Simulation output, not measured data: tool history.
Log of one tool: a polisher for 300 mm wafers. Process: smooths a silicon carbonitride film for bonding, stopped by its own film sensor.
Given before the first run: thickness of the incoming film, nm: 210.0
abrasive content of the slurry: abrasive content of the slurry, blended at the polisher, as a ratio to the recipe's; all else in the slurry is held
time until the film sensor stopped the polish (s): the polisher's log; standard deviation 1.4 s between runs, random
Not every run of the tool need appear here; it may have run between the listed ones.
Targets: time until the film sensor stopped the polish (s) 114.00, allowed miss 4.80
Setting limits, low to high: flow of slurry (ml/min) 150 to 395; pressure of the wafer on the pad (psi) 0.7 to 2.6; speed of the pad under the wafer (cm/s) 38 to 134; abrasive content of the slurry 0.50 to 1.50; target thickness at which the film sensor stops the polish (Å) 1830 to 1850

run    day  flow of slurry (ml/min)  pressure of the wafer on the pad (psi)  speed of the pad under the wafer (cm/s)  abrasive content of the slurry  target thickness at which the film sensor stops the polish (Å)  time until the film sensor stopped the polish (s)
  1  0.000                      250                                     1.6                                       86                            1.00                                                            1850                                             137.86
  2  0.367                      250                                     1.6                                       86                            1.20                                                            1850                                             126.24
  3  0.538                      250                                     1.6                                       70                            1.20                                                            1850                                             146.65
  4  0.667                      250                                     1.7                                       70                            1.20                                                            1850                                             145.35
  5  0.929                      250                                     1.8                                       70                            1.20                                                            1850                                             138.00
  6  1.167                      190                                     1.8                                       70                            1.20                                                            1850                                             141.69
  7  1.521                      190                                     1.9                                       70                            1.20                                                            1850                                             134.59
  8  1.558                      200                                     2.1                                       70                            1.20                                                            1850                                             121.82

Consider the 5 candidate settings below. Which is the only one whose results all fall within their allowed miss of target?
  A  1.596                      285                                     2.0                                       62                            1.30                                                            1850                                                  ?
  B  1.596                      210                                     2.2                                       54                            1.25                                                            1850                                                  ?
  C  1.596                      220                                     2.2                                       56                            1.25                                                            1850                                                  ?
  D  1.596                      170                                     1.9                                       80                            1.25                                                            1840                                                  ?
  E  1.596                      180                                     1.9                                       78                            1.45                                                            1850                                                  ?

move  time until the film sensor stopped the polish (s)
   A                                             130.75
   B                                             141.13
   C                                             136.19
   D                                             126.66
   E                                             116.44
A: misses by more than the last run did
B: misses by more than the last run did
C: misses by more than the last run did
D: misses by more than the last run did
E: all results land within tolerance of their targets
E is the move that brings every result within its allowed miss.
